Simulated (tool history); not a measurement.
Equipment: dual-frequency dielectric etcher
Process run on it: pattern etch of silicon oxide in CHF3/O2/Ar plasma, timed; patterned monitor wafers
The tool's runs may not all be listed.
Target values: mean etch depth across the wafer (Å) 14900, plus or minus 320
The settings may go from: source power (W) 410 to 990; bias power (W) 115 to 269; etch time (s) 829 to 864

run	hour	source power (W)	bias power (W)	etch time (s)	mean etch depth across the wafer (Å)
1	0	700	192	829	16913
2	8.8	700	171	829	16439
3	10	820	171	829	17865
4	18.3	820	158	829	17648
5	25.9	710	158	829	16305
6	33.9	690	157	829	15990
7	39.6	670	156	829	15763
8	47.4	660	155	829	15509
9	54.8	650	155	829	15428
10	63.5	640	155	829	15272

5 candidate next runs follow, results not yet known. Just one meets every target within its allowed miss. Identify it.
A	72.2	650	158	835	?
B	72.2	630	171	829	?
C	72.2	620	160	862.5	?
D	72.2	560	156	864	?
E	72.2	660	161	829	?

move	mean etch depth across the wafer (Å)
A	15611
B	15518
C	15741
D	14750
E	15704
A: moves away from the targets compared with the last run
B: moves away from the targets compared with the last run
C: moves away from the targets compared with the last run
D: all results land within tolerance of their targets
E: moves away from the targets compared with the last run
So the answer is move D, the one that meets all the targets.

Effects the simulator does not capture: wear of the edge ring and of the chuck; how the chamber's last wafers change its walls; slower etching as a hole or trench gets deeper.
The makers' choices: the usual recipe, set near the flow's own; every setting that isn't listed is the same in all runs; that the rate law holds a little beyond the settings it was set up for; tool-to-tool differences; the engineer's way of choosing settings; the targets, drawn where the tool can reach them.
